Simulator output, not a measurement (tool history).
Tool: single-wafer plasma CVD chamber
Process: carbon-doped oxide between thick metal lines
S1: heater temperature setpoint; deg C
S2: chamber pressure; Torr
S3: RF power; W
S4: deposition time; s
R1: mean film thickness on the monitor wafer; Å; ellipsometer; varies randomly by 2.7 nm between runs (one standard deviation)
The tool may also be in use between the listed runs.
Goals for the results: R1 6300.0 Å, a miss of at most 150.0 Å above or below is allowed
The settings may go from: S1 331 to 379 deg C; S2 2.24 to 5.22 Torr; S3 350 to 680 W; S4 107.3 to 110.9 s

{"run": 1, "day": 0.0, "S1": 355, "S2": 3.73, "S3": 515, "S4": 107.3, "R1": 5245.9}
{"run": 2, "day": 0.05, "S1": 354, "S2": 3.86, "S3": 545, "S4": 107.7, "R1": 5530.7}
{"run": 3, "day": 0.333, "S1": 354, "S2": 3.86, "S3": 545, "S4": 110.9, "R1": 5662.0}
{"run": 4, "day": 0.438, "S1": 354, "S2": 3.86, "S3": 545, "S4": 110.9, "R1": 5725.9}
{"run": 5, "day": 0.717, "S1": 353, "S2": 4.01, "S3": 555, "S4": 110.9, "R1": 5766.3}
{"run": 6, "day": 1.088, "S1": 352, "S2": 4.03, "S3": 570, "S4": 110.9, "R1": 5897.9}
{"run": 7, "day": 1.438, "S1": 351, "S2": 4.07, "S3": 580, "S4": 110.9, "R1": 6020.1}
{"day": 1.667, "done": "capacitance manometer re-zeroed and calibrated"}
{"run": 8, "day": 1.667, "S1": 350, "S2": 4.12, "S3": 585, "S4": 110.9, "R1": 6183.7}
{"run": 9, "day": 1.721, "S1": 349, "S2": 4.14, "S3": 585, "S4": 110.9, "R1": 6096.8}

Next run, 4 choices. One meets every target within its allowed miss, the rest don't. Which?
{"run": "A", "day": 1.775, "S1": 342, "S2": 3.33, "S3": 590, "S4": 107.3, "R1": "?"}
{"run": "B", "day": 1.775, "S1": 346, "S2": 4.22, "S3": 565, "S4": 110.9, "R1": "?"}
{"run": "C", "day": 1.775, "S1": 345, "S2": 4.07, "S3": 595, "S4": 110.9, "R1": "?"}
{"run": "D", "day": 1.775, "S1": 360, "S2": 3.77, "S3": 615, "S4": 107.3, "R1": "?"}

move=A R1=5948.0
move=B R1=6030.4
move=C R1=6257.2
move=D R1=5956.5
A: misses by more than the last run did
B: misses by more than the last run did
C: each result inside its tolerance
D: misses by more than the last run did
The move that meets every target is C.
